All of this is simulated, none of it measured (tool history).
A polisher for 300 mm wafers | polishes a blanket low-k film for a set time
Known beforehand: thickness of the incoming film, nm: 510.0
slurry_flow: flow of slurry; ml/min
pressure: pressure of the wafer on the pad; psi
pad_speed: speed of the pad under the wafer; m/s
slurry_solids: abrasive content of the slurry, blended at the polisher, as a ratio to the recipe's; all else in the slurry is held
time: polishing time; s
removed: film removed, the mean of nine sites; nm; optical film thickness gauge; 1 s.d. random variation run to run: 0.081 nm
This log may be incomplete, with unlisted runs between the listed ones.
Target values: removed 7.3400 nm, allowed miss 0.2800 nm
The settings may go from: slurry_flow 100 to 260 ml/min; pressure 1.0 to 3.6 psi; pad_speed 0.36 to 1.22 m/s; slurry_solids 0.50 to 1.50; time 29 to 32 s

{"run": 1, "hour": 0.0, "slurry_flow": 165, "pressure": 2.3, "pad_speed": 0.78, "slurry_solids": 1.0, "time": 32, "removed": 11.905}
{"run": 2, "hour": 1.6, "slurry_flow": 165, "pressure": 2.3, "pad_speed": 0.78, "slurry_solids": 1.2, "time": 32, "removed": 12.641}
{"run": 3, "hour": 8.2, "slurry_flow": 165, "pressure": 2.9, "pad_speed": 0.78, "slurry_solids": 1.2, "time": 32, "removed": 16.209}
{"run": 4, "hour": 10.9, "slurry_flow": 165, "pressure": 2.7, "pad_speed": 0.78, "slurry_solids": 1.2, "time": 32, "removed": 15.021}
{"run": 5, "hour": 14.0, "slurry_flow": 200, "pressure": 2.7, "pad_speed": 0.78, "slurry_solids": 1.2, "time": 32, "removed": 15.479}
{"run": 6, "hour": 20.7, "slurry_flow": 200, "pressure": 2.7, "pad_speed": 0.78, "slurry_solids": 1.35, "time": 32, "removed": 16.369}
{"run": 7, "hour": 28.8, "slurry_flow": 200, "pressure": 2.5, "pad_speed": 0.78, "slurry_solids": 1.35, "time": 32, "removed": 14.626}
{"run": 8, "hour": 32.5, "slurry_flow": 200, "pressure": 2.3, "pad_speed": 0.78, "slurry_solids": 1.35, "time": 32, "removed": 14.002}
{"run": 9, "hour": 34.4, "slurry_flow": 200, "pressure": 2.2, "pad_speed": 0.76, "slurry_solids": 1.35, "time": 32, "removed": 12.872}
{"run": 10, "hour": 35.9, "slurry_flow": 200, "pressure": 2.1, "pad_speed": 0.76, "slurry_solids": 1.35, "time": 32, "removed": 12.398}
{"run": 11, "hour": 37.3, "slurry_flow": 200, "pressure": 2.0, "pad_speed": 0.76, "slurry_solids": 1.35, "time": 32, "removed": 11.697}
{"run": 12, "hour": 40.5, "slurry_flow": 200, "pressure": 1.9, "pad_speed": 0.76, "slurry_solids": 1.35, "time": 32, "removed": 11.227}
{"run": 13, "hour": 43.4, "slurry_flow": 200, "pressure": 1.8, "pad_speed": 0.76, "slurry_solids": 1.35, "time": 32, "removed": 10.52}
{"run": 14, "hour": 44.1, "slurry_flow": 200, "pressure": 1.7, "pad_speed": 0.76, "slurry_solids": 1.35, "time": 32, "removed": 10.033}
{"run": 15, "hour": 47.6, "slurry_flow": 200, "pressure": 1.6, "pad_speed": 0.76, "slurry_solids": 1.35, "time": 32, "removed": 9.6778}
{"run": 16, "hour": 50.6, "slurry_flow": 180, "pressure": 1.0, "pad_speed": 0.74, "slurry_solids": 1.35, "time": 32, "removed": 5.8497}
{"run": 17, "hour": 54.5, "slurry_flow": 180, "pressure": 1.0, "pad_speed": 0.74, "slurry_solids": 1.35, "time": 32, "removed": 5.7617}
{"run": 18, "hour": 60.9, "slurry_flow": 185, "pressure": 1.0, "pad_speed": 0.74, "slurry_solids": 1.35, "time": 32, "removed": 5.7742}
{"run": 19, "hour": 68.2, "slurry_flow": 190, "pressure": 1.0, "pad_speed": 0.74, "slurry_solids": 1.35, "time": 32, "removed": 6.0219}
{"hour": 74.9, "done": "head pressure recalibrated"}
{"run": 20, "hour": 74.9, "slurry_flow": 195, "pressure": 1.0, "pad_speed": 0.74, "slurry_solids": 1.35, "time": 32, "removed": 5.4085}
{"run": 21, "hour": 80.7, "slurry_flow": 185, "pressure": 1.0, "pad_speed": 0.74, "slurry_solids": 1.35, "time": 32, "removed": 5.3523}
{"run": 22, "hour": 89.3, "slurry_flow": 190, "pressure": 1.0, "pad_speed": 0.74, "slurry_solids": 1.35, "time": 32, "removed": 5.4174}
{"run": 23, "hour": 93.4, "slurry_flow": 190, "pressure": 1.2, "pad_speed": 0.74, "slurry_solids": 1.35, "time": 32, "removed": 6.4419}
{"run": 24, "hour": 95.4, "slurry_flow": 195, "pressure": 1.2, "pad_speed": 0.74, "slurry_solids": 1.35, "time": 32, "removed": 6.538}

Exercise: of the 5 proposed moves below, exactly one satisfies all targets within the stated allowed misses. Which move is it?
{"run": "A", "hour": 97.4, "slurry_flow": 170, "pressure": 1.3, "pad_speed": 0.74, "slurry_solids": 1.3, "time": 31, "removed": "?"}
{"run": "B", "hour": 97.4, "slurry_flow": 195, "pressure": 1.1, "pad_speed": 0.8, "slurry_solids": 1.45, "time": 29, "removed": "?"}
{"run": "C", "hour": 97.4, "slurry_flow": 180, "pressure": 1.1, "pad_speed": 0.84, "slurry_solids": 1.45, "time": 32, "removed": "?"}
{"run": "D", "hour": 97.4, "slurry_flow": 170, "pressure": 1.4, "pad_speed": 0.82, "slurry_solids": 1.1, "time": 32, "removed": "?"}
{"run": "E", "hour": 97.4, "slurry_flow": 160, "pressure": 1.1, "pad_speed": 0.8, "slurry_solids": 1.2, "time": 31, "removed": "?"}

move=A removed=6.4963
move=B removed=5.8674
move=C removed=6.6507
move=D removed=7.3336
move=E removed=5.6729
A: moves away from the targets compared with the last run
B: moves away from the targets compared with the last run
C: an improvement on the last run, though not all results are within tolerance
D: all results land within tolerance of their targets
E: moves away from the targets compared with the last run
Correct choice: D, which meets every target
